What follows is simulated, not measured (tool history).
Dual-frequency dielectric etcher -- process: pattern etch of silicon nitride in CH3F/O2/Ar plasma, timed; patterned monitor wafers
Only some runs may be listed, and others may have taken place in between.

| run | hour | source power (W) | bias power (W) | etch time (s) | mean etch depth across the wafer (angstrom) |
|---|---|---|---|---|---|
| 1 | 0 | 550 | 94 | 42 | 322.39 |
| 2 | 4.6 | 640 | 94 | 42 | 344.32 |
| 3 | 11.1 | 640 | 94 | 38.5 | 316.21 |
| 4 | 15.5 | 600 | 94 | 38.5 | 307.22 |
| 5 | 17.9 | 650 | 98 | 38.5 | 321.69 |
| 6 | 26.8 | 650 | 109 | 38.5 | 334 |
| 7 | 31.4 | 680 | 110 | 38.5 | 342.62 |
| 8 | 34.6 | 700 | 111 | 38.5 | 346.89 |

Run 9 comes next. What will it give?
| 9 | 37.9 | 710 | 111 | 38.5 | ? |

mean etch depth across the wafer (angstrom): 350.24

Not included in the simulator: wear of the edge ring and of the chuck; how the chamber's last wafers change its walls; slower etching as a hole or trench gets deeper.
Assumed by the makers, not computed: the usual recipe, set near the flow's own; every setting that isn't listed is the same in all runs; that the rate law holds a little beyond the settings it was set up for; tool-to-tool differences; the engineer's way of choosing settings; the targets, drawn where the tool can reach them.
